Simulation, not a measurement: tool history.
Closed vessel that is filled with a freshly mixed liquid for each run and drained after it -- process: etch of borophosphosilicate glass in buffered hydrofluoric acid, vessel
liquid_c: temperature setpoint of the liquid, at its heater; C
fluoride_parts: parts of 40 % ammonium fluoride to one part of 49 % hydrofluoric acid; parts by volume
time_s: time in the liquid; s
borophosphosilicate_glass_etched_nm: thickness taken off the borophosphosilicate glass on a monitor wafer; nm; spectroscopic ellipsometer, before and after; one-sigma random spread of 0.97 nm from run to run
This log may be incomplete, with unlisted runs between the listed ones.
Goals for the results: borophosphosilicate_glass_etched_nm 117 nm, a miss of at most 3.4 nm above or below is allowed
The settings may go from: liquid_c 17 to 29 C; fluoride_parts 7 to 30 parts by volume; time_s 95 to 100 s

run,day,liquid_c,fluoride_parts,time_s,borophosphosilicate_glass_etched_nm
1,0,21,20,95,70.424
2,0.358,21,20,95,70.574
3,0.512,21,18,95,77.124
4,0.671,21,22,95,65.588
5,0.738,21,19,95,73.443
6,0.908,23.5,18.5,95,85.494
7,1.188,25,18,95,97.937
8,1.238,25,18,95,97.182
9,1.471,26,18,95,101.66
10,1.733,26.5,18,95,105.49
11,1.979,27,18,95,107.12
# day 2.362: thermometer replaced
12,2.362,29,18,95,126.42
13,2.7,28.5,18,95,123.97

5 next moves are on the table. One of them brings every result within its allowed miss. Which?
A,3.038,29,18,100,?
B,3.038,19.5,12.5,95,?
C,3.038,26,19,100,?
D,3.038,26.5,18.5,100,?
E,3.038,28.5,22,100,?

move,borophosphosilicate_glass_etched_nm
A,135.05
B,110.06
C,109.19
D,115.14
E,111.04
A: moves away from the targets compared with the last run
B: takes the biggest miss from the last run beyond its target
C: takes the biggest miss from the last run beyond its target
D: hits every target within its allowed miss
E: takes the biggest miss from the last run beyond its target
Go with D: it meets all targets.
